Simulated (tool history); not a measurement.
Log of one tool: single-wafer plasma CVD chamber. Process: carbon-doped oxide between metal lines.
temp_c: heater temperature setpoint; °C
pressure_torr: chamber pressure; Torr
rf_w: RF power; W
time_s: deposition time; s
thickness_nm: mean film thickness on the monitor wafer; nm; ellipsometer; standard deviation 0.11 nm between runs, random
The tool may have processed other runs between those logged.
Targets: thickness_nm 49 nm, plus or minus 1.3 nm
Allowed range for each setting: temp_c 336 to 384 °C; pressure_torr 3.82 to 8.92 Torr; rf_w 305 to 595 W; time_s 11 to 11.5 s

| run | hour | temp_c | pressure_torr | rf_w | time_s | thickness_nm |
|---|---|---|---|---|---|---|
| 1 | 0 | 360 | 6.37 | 450 | 11.5 | 54.237 |
| 2 | 6.5 | 360 | 6.86 | 450 | 11.5 | 54.437 |
| 3 | 9.5 | 360 | 6.86 | 450 | 11.5 | 54.519 |
| 4 | 14.5 | 361 | 6.83 | 440 | 11.5 | 53.955 |
| 5 | 18 | 361 | 6.83 | 505 | 11.5 | 57.812 |
|  | 25.5 | thermocouple changed; heater temperature recalibrated |
| 6 | 25.5 | 362 | 6.8 | 485 | 11.4 | 56.361 |
| 7 | 30.1 | 362 | 6.79 | 470 | 11.3 | 55.176 |
| 8 | 38.5 | 362 | 6.75 | 455 | 11.2 | 53.566 |

Exactly one of the 4 candidate moves below puts every result within its allowed miss. Which one?
| A | 46.9 | 371 | 6.53 | 470 | 11 | ? |
| B | 46.9 | 356 | 6.7 | 360 | 11 | ? |
| C | 46.9 | 366 | 6.7 | 485 | 11.5 | ? |
| D | 46.9 | 350 | 6.38 | 390 | 11 | ? |

| move | thickness_nm |
|---|---|
| A | 52.336 |
| B | 46.701 |
| C | 56.244 |
| D | 49.325 |
A: moves toward the targets from the last run without getting all of them in spec
B: takes the result that was furthest off past its target
C: lands further from the targets than the last run did
D: in spec on every target
Answer: D
